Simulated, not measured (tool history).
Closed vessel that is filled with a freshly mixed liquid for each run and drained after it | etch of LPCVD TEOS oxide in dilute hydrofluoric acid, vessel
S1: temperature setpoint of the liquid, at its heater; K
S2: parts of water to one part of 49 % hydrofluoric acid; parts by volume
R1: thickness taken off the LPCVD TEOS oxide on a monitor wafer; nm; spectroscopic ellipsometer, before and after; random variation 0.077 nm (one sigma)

run 1 day=0 | S1=296.15 S2=150 time_in_the_liquid_(s)=90 | R1=17.353
run 2 day=0.283 | S1=296.15 S2=115 time_in_the_liquid_(s)=90 | R1=23.321
run 3 day=0.483 | S1=294.15 S2=120 time_in_the_liquid_(s)=90 | R1=20.625
run 4 day=0.683 | S1=294.15 S2=120 time_in_the_liquid_(s)=95 | R1=21.806
run 5 day=1 | S1=291.15 S2=120 time_in_the_liquid_(s)=95 | R1=19.426
run 6 day=1.062 | S1=291.15 S2=120 time_in_the_liquid_(s)=90 | R1=18.271
run 7 day=1.346 | S1=290.65 S2=125 time_in_the_liquid_(s)=90 | R1=17.26

The next listed run, before its measurement:
run 8 day=1.462 | S1=290.65 S2=130 time_in_the_liquid_(s)=90 | R1=?

Run 8 gave R1 16.393 nm.
